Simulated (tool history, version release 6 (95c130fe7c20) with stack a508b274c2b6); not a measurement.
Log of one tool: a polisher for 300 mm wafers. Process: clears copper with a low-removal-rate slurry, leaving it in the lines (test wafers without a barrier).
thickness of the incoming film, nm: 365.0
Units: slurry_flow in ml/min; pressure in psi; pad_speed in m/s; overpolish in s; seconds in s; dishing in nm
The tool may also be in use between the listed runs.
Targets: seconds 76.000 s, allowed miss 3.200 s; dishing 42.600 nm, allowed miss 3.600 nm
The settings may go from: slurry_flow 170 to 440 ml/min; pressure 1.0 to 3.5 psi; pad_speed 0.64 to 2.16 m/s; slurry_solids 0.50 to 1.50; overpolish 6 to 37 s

| run | hour | slurry_flow | pressure | pad_speed | slurry_solids | overpolish | seconds | dishing |
|---|---|---|---|---|---|---|---|---|
| 1 | 0.0 | 280 | 2.2 | 1.40 | 1.00 | 19 | 109.120 | 42.708 |
| 2 | 8.4 | 280 | 2.4 | 1.40 | 1.00 | 17 | 98.452 | 43.311 |
| 3 | 10.4 | 310 | 2.4 | 1.40 | 1.00 | 17 | 96.585 | 42.057 |
| 4 | 17.7 | 310 | 2.4 | 1.18 | 1.00 | 17 | 111.510 | 38.173 |
| 5 | 23.4 | 310 | 2.4 | 1.18 | 0.90 | 17 | 116.480 | 37.942 |
| 6 | 25.2 | 240 | 2.4 | 1.18 | 0.90 | 17 | 117.920 | 37.090 |
| 7 | 30.8 | 240 | 2.6 | 1.18 | 0.90 | 16 | 110.590 | 36.802 |
| 8 | 32.9 | 245 | 2.8 | 1.18 | 0.90 | 15 | 98.572 | 38.419 |
| 9 | 41.4 | 250 | 2.9 | 1.18 | 0.90 | 14 | 97.514 | 37.149 |
| 10 | 45.5 | 250 | 3.1 | 1.18 | 0.90 | 14 | 90.959 | 38.190 |

Which of these 5 next moves meets every target?
| A | 49.6 | 170 | 3.1 | 1.40 | 1.10 | 11 | ? | ? |
| B | 49.6 | 265 | 2.6 | 1.02 | 0.90 | 21 | ? | ? |
| C | 49.6 | 245 | 3.0 | 1.16 | 0.80 | 13 | ? | ? |
| D | 49.6 | 270 | 2.7 | 0.92 | 0.90 | 14 | ? | ? |
| E | 49.6 | 245 | 3.3 | 1.38 | 0.95 | 13 | ? | ? |

| move | seconds | dishing |
|---|---|---|
| A | 80.156 | 34.585 |
| B | 119.940 | 41.859 |
| C | 99.133 | 33.209 |
| D | 123.890 | 29.043 |
| E | 75.938 | 41.779 |
A: nearer than the last run, and not there yet
B: further off than the last run
C: further off than the last run
D: further off than the last run
E: meets every target
Move E is the one to make.

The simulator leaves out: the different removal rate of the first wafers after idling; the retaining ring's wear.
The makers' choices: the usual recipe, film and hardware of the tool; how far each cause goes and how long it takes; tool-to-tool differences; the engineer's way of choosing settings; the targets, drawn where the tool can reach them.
